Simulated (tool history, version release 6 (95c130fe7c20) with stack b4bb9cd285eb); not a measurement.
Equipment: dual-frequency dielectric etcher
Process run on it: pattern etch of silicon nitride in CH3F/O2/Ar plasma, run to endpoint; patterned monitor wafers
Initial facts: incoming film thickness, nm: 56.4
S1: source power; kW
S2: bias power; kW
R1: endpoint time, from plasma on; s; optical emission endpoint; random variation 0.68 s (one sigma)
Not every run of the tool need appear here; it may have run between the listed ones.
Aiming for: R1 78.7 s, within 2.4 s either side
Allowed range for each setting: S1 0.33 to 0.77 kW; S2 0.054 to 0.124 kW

run 1 day=0 | S1=0.55 S2=0.089 | R1=65.649
run 2 day=0.104 | S1=0.51 S2=0.086 | R1=67.542
run 3 day=0.479 | S1=0.51 S2=0.101 | R1=64.661
run 4 day=0.604 | S1=0.47 S2=0.096 | R1=67.793
run 5 day=0.675 | S1=0.44 S2=0.093 | R1=70.833
run 6 day=0.833 | S1=0.44 S2=0.108 | R1=67.302
run 7 day=1.121 | S1=0.42 S2=0.104 | R1=69.799
run 8 day=1.375 | S1=0.4 S2=0.102 | R1=71.863
run 9 day=1.575 | S1=0.39 S2=0.101 | R1=72.61
run 10 day=1.742 | S1=0.33 S2=0.089 | R1=82.19

Which of these 5 next moves meets every target?
run A day=1.908 | S1=0.33 S2=0.085 | R1=?
run B day=1.908 | S1=0.33 S2=0.08 | R1=?
run C day=1.908 | S1=0.33 S2=0.079 | R1=?
run D day=1.908 | S1=0.33 S2=0.084 | R1=?
run E day=1.908 | S1=0.36 S2=0.093 | R1=?

move=A R1=83.242
move=B R1=84.777
move=C R1=85.096
move=D R1=83.542
move=E R1=77.635
A: its largest miss is bigger than the last run's
B: its largest miss is bigger than the last run's
C: its largest miss is bigger than the last run's
D: its largest miss is bigger than the last run's
E: every result lands within tolerance
E meets every target.
